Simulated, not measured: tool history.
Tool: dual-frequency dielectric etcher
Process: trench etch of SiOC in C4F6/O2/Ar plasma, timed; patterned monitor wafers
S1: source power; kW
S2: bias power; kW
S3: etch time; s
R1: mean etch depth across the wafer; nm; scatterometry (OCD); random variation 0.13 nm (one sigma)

run	hour	S1	S2	S3	R1
1	0	0.33	0.173	11	22.082
2	0.6	0.33	0.173	10	20.133
3	1.5	0.32	0.172	10	19.949
4	5.2	0.31	0.171	10	19.624
5	10.5	0.3	0.17	10	19.144
6	14.4	0.32	0.17	10	19.956
7	19.7	0.31	0.169	10	19.607
8	28.4	0.3	0.168	10	19.343

The next listed run, before its measurement:
9	35.4	0.3	0.167	10	?

{"run 9": {"R1": 19.013}}

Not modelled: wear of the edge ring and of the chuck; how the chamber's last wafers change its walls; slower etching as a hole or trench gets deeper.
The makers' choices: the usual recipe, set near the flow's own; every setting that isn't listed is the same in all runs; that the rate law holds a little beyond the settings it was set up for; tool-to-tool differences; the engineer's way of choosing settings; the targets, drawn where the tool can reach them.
